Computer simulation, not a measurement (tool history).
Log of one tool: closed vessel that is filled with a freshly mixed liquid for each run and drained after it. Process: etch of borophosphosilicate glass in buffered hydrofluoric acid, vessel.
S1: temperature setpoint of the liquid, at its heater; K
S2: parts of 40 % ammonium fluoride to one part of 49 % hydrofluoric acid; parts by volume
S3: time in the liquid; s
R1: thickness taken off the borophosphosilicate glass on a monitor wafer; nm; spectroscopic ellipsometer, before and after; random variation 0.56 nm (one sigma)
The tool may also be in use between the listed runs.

Run 1, hour 0.0: S1 294.15 K, S2 23.0 parts by volume, S3 105 s. Result: R1 127.84 nm.
Run 2, hour 5.5: S1 295.15 K, S2 23.0 parts by volume, S3 105 s. Result: R1 135.59 nm.
Run 3, hour 10.9: S1 295.65 K, S2 23.0 parts by volume, S3 105 s. Result: R1 140.31 nm.
Run 4, hour 12.5: S1 295.65 K, S2 23.0 parts by volume, S3 110 s. Result: R1 145.59 nm.
Run 5, hour 18.3: S1 295.65 K, S2 23.0 parts by volume, S3 110 s. Result: R1 146.77 nm.
Run 6, hour 25.1: S1 296.15 K, S2 23.0 parts by volume, S3 110 s. Result: R1 150.09 nm.

The next listed run, before its measurement:
Run 7, hour 29.5: S1 296.65 K, S2 23.0 parts by volume, S3 110 s. Result: R1 ?.

{"run 7": {"R1": 154.89}}

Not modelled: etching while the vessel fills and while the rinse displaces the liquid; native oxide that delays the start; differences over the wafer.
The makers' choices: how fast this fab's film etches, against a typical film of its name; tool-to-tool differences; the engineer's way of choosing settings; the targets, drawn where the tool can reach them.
